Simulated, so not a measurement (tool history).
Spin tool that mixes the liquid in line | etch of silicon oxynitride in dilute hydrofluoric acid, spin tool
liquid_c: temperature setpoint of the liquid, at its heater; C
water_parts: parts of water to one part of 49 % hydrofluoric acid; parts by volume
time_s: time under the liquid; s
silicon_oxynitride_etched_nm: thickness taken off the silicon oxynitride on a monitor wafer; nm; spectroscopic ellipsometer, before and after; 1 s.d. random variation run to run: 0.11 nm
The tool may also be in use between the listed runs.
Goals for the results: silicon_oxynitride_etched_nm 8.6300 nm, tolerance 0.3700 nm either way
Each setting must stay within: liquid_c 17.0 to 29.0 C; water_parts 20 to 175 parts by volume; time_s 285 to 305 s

| run | hour | liquid_c | water_parts | time_s | silicon_oxynitride_etched_nm |
|---|---|---|---|---|---|
| 1 | 0.0 | 21.0 | 95 | 285 | 4.2482 |
| 2 | 2.9 | 24.5 | 95 | 285 | 5.0940 |
| 3 | 8.6 | 25.0 | 90 | 285 | 5.5005 |
| 4 | 16.9 | 23.5 | 90 | 285 | 5.0241 |
| 5 | 19.5 | 23.5 | 90 | 305 | 5.4502 |
| 6 | 28.5 | 24.5 | 85 | 305 | 6.2091 |
| 7 | 32.6 | 25.0 | 85 | 305 | 6.1150 |
| 8 | 36.7 | 25.5 | 80 | 305 | 6.8217 |
| 9 | 43.9 | 26.0 | 80 | 305 | 6.9302 |
| 10 | 51.6 | 26.5 | 80 | 305 | 7.0294 |
| 11 | 60.4 | 27.0 | 80 | 305 | 7.3722 |
| 12 | 68.7 | 27.5 | 80 | 305 | 7.5476 |

Exercise: of the 5 proposed moves below, exactly one satisfies all targets within the stated allowed misses. Which move is it?
| A | 77.0 | 29.0 | 70 | 305 | ? |
| B | 77.0 | 25.5 | 65 | 285 | ? |
| C | 77.0 | 24.5 | 65 | 305 | ? |
| D | 77.0 | 26.0 | 70 | 285 | ? |
| E | 77.0 | 27.5 | 65 | 285 | ? |

| move | silicon_oxynitride_etched_nm |
|---|---|
| A | 9.0766 |
| B | 7.7860 |
| C | 7.9425 |
| D | 7.3706 |
| E | 8.5593 |
A: takes the result that was furthest off past its target
B: moves toward the targets from the last run without getting all of them in spec
C: moves toward the targets from the last run without getting all of them in spec
D: lands further from the targets than the last run did
E: in spec on every target
Go with E: it meets all targets.

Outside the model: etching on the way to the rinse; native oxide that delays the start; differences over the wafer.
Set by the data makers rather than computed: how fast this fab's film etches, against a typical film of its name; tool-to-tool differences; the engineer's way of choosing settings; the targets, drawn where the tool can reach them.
